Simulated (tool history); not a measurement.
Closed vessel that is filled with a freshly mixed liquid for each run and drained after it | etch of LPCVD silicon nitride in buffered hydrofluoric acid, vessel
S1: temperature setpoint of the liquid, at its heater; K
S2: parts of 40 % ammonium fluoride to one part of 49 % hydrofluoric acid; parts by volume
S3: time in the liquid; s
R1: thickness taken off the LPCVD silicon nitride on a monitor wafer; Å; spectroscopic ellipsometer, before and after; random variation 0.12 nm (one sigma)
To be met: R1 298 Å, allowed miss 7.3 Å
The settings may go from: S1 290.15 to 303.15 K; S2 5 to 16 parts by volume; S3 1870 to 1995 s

{"run": 1, "hour": 0.0, "S1": 295.15, "S2": 9.5, "S3": 1870, "R1": 266.86}
{"run": 2, "hour": 1.4, "S1": 295.15, "S2": 6.5, "S3": 1870, "R1": 387.01}
{"run": 3, "hour": 7.0, "S1": 293.65, "S2": 6.5, "S3": 1870, "R1": 355.6}
{"run": 4, "hour": 13.1, "S1": 292.65, "S2": 6.5, "S3": 1870, "R1": 335.92}
{"run": 5, "hour": 20.6, "S1": 292.65, "S2": 6.5, "S3": 1995, "R1": 355.19}
{"run": 6, "hour": 22.3, "S1": 290.65, "S2": 6.5, "S3": 1995, "R1": 319.54}
{"run": 7, "hour": 30.6, "S1": 290.15, "S2": 6.5, "S3": 1995, "R1": 310.56}
{"run": 8, "hour": 36.2, "S1": 290.15, "S2": 7, "S3": 1995, "R1": 290.55}

5 next moves are on the table. One of them brings every result within its allowed miss. Which?
{"run": "A", "hour": 41.8, "S1": 290.65, "S2": 7, "S3": 1995, "R1": "?"}
{"run": "B", "hour": 41.8, "S1": 291.65, "S2": 7.5, "S3": 1870, "R1": "?"}
{"run": "C", "hour": 41.8, "S1": 290.15, "S2": 7, "S3": 1955, "R1": "?"}
{"run": "D", "hour": 41.8, "S1": 293.15, "S2": 8, "S3": 1870, "R1": "?"}
{"run": "E", "hour": 41.8, "S1": 291.15, "S2": 8, "S3": 1995, "R1": "?"}

move=A R1=297.56
move=B R1=273.98
move=C R1=283.41
move=D R1=277.98
move=E R1=264.97
A: meets every target
B: further off than the last run
C: further off than the last run
D: further off than the last run
E: further off than the last run
Move A is the one to make.
